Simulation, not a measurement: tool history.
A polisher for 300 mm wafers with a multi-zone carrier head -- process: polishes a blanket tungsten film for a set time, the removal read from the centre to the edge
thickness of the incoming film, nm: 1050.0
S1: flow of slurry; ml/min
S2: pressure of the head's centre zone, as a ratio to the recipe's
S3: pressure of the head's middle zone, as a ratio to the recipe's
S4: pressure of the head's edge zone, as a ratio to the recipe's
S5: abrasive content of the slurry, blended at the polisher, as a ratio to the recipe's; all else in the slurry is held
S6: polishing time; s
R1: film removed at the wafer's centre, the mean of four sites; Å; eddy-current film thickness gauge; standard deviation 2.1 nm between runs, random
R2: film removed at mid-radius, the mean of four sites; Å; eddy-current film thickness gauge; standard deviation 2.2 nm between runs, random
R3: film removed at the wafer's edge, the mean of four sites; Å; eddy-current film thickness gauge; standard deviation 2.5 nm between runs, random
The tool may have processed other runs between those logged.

Run 1, hour 0.0: S1 265 ml/min, S2 1.00, S3 1.00, S4 1.00, S5 1.00, S6 44 s. Result: R1 3021.9 Å, R2 3033.2 Å, R3 2959.8 Å.
Run 2, hour 4.1: S1 260 ml/min, S2 0.99, S3 0.98, S4 0.99, S5 0.95, S6 43 s. Result: R1 2888.1 Å, R2 2841.3 Å, R3 2907.2 Å.
Run 3, hour 5.1: S1 260 ml/min, S2 0.99, S3 0.98, S4 0.95, S5 0.95, S6 43 s. Result: R1 2869.7 Å, R2 2816.4 Å, R3 2825.9 Å.
Run 4, hour 9.3: S1 260 ml/min, S2 0.99, S3 0.97, S4 0.94, S5 0.90, S6 42 s. Result: R1 2839.7 Å, R2 2706.8 Å, R3 2773.8 Å.
Run 5, hour 18.0: S1 260 ml/min, S2 0.98, S3 0.97, S4 0.93, S5 0.85, S6 41 s. Result: R1 2719.1 Å, R2 2680.3 Å, R3 2579.9 Å.
Run 6, hour 18.7: S1 260 ml/min, S2 0.98, S3 0.97, S4 0.98, S5 0.85, S6 41 s. Result: R1 2741.1 Å, R2 2665.8 Å, R3 2693.5 Å.

Run 7 has not been measured yet. What should we expect?
Run 7, hour 27.1: S1 255 ml/min, S2 0.96, S3 0.95, S4 0.97, S5 0.80, S6 40 s. Result: R1 ?, R2 ?, R3 ?.

R1: 2541.7 Å
R2: 2587.8 Å
R3: 2569.6 Å
